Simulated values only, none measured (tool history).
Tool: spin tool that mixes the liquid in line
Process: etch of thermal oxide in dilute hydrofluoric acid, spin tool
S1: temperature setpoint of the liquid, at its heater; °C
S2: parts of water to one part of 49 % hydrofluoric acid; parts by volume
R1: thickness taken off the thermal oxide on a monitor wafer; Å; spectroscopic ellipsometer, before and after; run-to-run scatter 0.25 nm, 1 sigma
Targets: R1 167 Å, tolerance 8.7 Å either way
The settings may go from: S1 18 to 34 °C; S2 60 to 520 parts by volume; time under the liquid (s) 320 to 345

Run 1, hour 0: S1 26 °C, S2 290 parts by volume, time under the liquid (s) 320. Result: R1 43.876 Å.
Run 2, hour 7.9: S1 26 °C, S2 340 parts by volume, time under the liquid (s) 320. Result: R1 34.579 Å.
Run 3, hour 16.9: S1 22.5 °C, S2 340 parts by volume, time under the liquid (s) 320. Result: R1 31.062 Å.
Run 4, hour 19.7: S1 26 °C, S2 340 parts by volume, time under the liquid (s) 320. Result: R1 35.614 Å.
Run 5, hour 26.3: S1 26 °C, S2 340 parts by volume, time under the liquid (s) 320. Result: R1 34.808 Å.
Run 6, hour 33.2: S1 27.5 °C, S2 340 parts by volume, time under the liquid (s) 320. Result: R1 37.124 Å.
Run 7, hour 38.2: S1 29 °C, S2 250 parts by volume, time under the liquid (s) 325. Result: R1 58.904 Å.
Run 8, hour 39.2: S1 30 °C, S2 190 parts by volume, time under the liquid (s) 330. Result: R1 87.822 Å.
Run 9, hour 42.6: S1 31 °C, S2 155 parts by volume, time under the liquid (s) 330. Result: R1 117.9 Å.
Run 10, hour 49.6: S1 31.5 °C, S2 140 parts by volume, time under the liquid (s) 330. Result: R1 138.46 Å.
Run 11, hour 55.8: S1 32 °C, S2 135 parts by volume, time under the liquid (s) 330. Result: R1 139.83 Å.
Run 12, hour 57.3: S1 32.5 °C, S2 130 parts by volume, time under the liquid (s) 330. Result: R1 153.01 Å.

5 next moves are on the table. One of them brings every result within its allowed miss. Which?
Run A, hour 58.8: S1 31.5 °C, S2 135 parts by volume, time under the liquid (s) 345. Result: R1 ?.
Run B, hour 58.8: S1 34 °C, S2 145 parts by volume, time under the liquid (s) 345. Result: R1 ?.
Run C, hour 58.8: S1 33 °C, S2 140 parts by volume, time under the liquid (s) 345. Result: R1 ?.
Run D, hour 58.8: S1 34 °C, S2 130 parts by volume, time under the liquid (s) 345. Result: R1 ?.
Run E, hour 58.8: S1 33 °C, S2 135 parts by volume, time under the liquid (s) 330. Result: R1 ?.

move      R1
   A  143.11
   B  143.47
   C  144.53
   D  163.56
   E  144.39
A: the biggest miss grows against the last run
B: the biggest miss grows against the last run
C: the biggest miss grows against the last run
D: every result within its allowed miss
E: the biggest miss grows against the last run
Correct choice: D, which meets every target
